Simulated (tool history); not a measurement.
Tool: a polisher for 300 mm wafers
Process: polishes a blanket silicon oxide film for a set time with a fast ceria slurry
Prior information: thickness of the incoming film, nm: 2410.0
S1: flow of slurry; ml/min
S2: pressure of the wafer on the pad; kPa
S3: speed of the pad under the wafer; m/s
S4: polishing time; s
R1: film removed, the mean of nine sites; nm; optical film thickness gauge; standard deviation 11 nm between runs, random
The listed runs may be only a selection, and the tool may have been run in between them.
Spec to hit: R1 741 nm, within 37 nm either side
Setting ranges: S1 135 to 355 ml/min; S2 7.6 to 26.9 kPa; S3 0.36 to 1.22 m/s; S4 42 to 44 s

run,hour,S1,S2,S3,S4,R1
1,0,225,17.2,0.78,42,437.42
2,4.2,225,20,0.8,42,520.76
3,9.7,175,20,0.8,42,505.25
4,13.1,175,23.4,0.8,42,590.51
5,18.6,175,21.4,0.8,42,537.57
6,23.9,200,21.4,0.8,42,564.87
7,25.8,200,21.4,0.8,42,567.23
8,34.6,220,22.1,0.8,42,573.83
9,39.4,220,23.4,0.8,42,598.93
10,40.7,220,24.1,0.82,42,669.13
11,48.4,220,24.8,0.82,42,675.47

Which of these 4 next moves meets every target?
A,56.1,250,26.2,0.76,42,?
B,56.1,175,26.2,0.84,44,?
C,56.1,175,25.5,1,44,?
D,56.1,200,22.8,0.8,42,?

move,R1
A,649.34
B,719.24
C,830.43
D,580.03
A: its largest miss is bigger than the last run's
B: every result lands within tolerance
C: carries the result that was furthest off beyond its target, to the other side
D: its largest miss is bigger than the last run's
B is the move that brings every result within its allowed miss.
